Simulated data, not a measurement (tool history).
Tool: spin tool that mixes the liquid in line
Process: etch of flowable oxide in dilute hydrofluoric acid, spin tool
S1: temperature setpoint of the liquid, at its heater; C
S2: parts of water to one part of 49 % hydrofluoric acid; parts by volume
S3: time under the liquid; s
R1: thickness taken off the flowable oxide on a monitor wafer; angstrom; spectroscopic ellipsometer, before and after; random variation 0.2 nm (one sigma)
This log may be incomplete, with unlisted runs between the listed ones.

{"run": 1, "hour": 0.0, "S1": 25, "S2": 155, "S3": 260, "R1": 448.68}
{"run": 2, "hour": 3.9, "S1": 25, "S2": 130, "S3": 260, "R1": 554.75}
{"run": 3, "hour": 6.2, "S1": 23.5, "S2": 145, "S3": 260, "R1": 455.96}
{"run": 4, "hour": 10.7, "S1": 27, "S2": 145, "S3": 260, "R1": 520.59}
{"run": 5, "hour": 15.1, "S1": 25, "S2": 160, "S3": 260, "R1": 432.28}
{"run": 6, "hour": 19.0, "S1": 28, "S2": 160, "S3": 260, "R1": 478.93}
{"run": 7, "hour": 26.6, "S1": 25.5, "S2": 170, "S3": 260, "R1": 404.71}
{"run": 8, "hour": 28.7, "S1": 23.5, "S2": 175, "S3": 260, "R1": 367.26}

What does the tool deliver on the next run?
{"run": 9, "hour": 36.7, "S1": 22, "S2": 180, "S3": 260, "R1": "?"}

R1: 339.11 angstrom

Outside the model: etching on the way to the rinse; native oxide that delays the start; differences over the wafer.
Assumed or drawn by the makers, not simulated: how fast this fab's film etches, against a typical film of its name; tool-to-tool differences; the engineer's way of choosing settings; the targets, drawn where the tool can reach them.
